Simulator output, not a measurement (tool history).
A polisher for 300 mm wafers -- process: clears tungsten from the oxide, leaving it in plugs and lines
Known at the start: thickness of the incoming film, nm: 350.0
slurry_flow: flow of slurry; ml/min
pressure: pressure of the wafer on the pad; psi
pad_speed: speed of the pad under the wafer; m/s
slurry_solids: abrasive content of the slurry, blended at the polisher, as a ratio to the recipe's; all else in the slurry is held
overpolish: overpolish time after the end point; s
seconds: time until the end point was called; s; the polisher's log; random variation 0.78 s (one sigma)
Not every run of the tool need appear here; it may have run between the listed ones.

{"run": 1, "day": 0.0, "slurry_flow": 245, "pressure": 4.5, "pad_speed": 1.34, "slurry_solids": 1.0, "overpolish": 8, "seconds": 47.85}
{"run": 2, "day": 0.275, "slurry_flow": 245, "pressure": 4.5, "pad_speed": 1.34, "slurry_solids": 1.0, "overpolish": 6, "seconds": 48.307}
{"run": 3, "day": 0.317, "slurry_flow": 245, "pressure": 5.4, "pad_speed": 1.34, "slurry_solids": 1.0, "overpolish": 6, "seconds": 41.611}
{"run": 4, "day": 0.425, "slurry_flow": 220, "pressure": 5.4, "pad_speed": 1.34, "slurry_solids": 1.0, "overpolish": 6, "seconds": 40.856}
{"run": 5, "day": 0.604, "slurry_flow": 220, "pressure": 5.4, "pad_speed": 1.18, "slurry_solids": 1.0, "overpolish": 6, "seconds": 47.443}
{"run": 6, "day": 0.912, "slurry_flow": 220, "pressure": 5.1, "pad_speed": 1.18, "slurry_solids": 1.0, "overpolish": 6, "seconds": 48.795}
{"run": 7, "day": 1.096, "slurry_flow": 220, "pressure": 5.1, "pad_speed": 1.18, "slurry_solids": 1.0, "overpolish": 6, "seconds": 49.947}
{"run": 8, "day": 1.171, "slurry_flow": 220, "pressure": 5.1, "pad_speed": 1.18, "slurry_solids": 1.0, "overpolish": 6, "seconds": 49.631}
{"run": 9, "day": 1.462, "slurry_flow": 220, "pressure": 4.8, "pad_speed": 1.18, "slurry_solids": 1.0, "overpolish": 6, "seconds": 51.443}
{"run": 10, "day": 1.608, "slurry_flow": 220, "pressure": 4.5, "pad_speed": 1.18, "slurry_solids": 1.0, "overpolish": 6, "seconds": 55.752}
{"run": 11, "day": 1.788, "slurry_flow": 220, "pressure": 4.4, "pad_speed": 1.18, "slurry_solids": 1.0, "overpolish": 6, "seconds": 56.625}
{"run": 12, "day": 2.158, "slurry_flow": 220, "pressure": 4.3, "pad_speed": 1.18, "slurry_solids": 1.0, "overpolish": 6, "seconds": 57.634}

Run 13 has not been measured yet. What should we expect?
{"run": 13, "day": 2.479, "slurry_flow": 220, "pressure": 4.2, "pad_speed": 1.18, "slurry_solids": 1.0, "overpolish": 6, "seconds": "?"}

{"run 13": {"seconds": 57.565}}
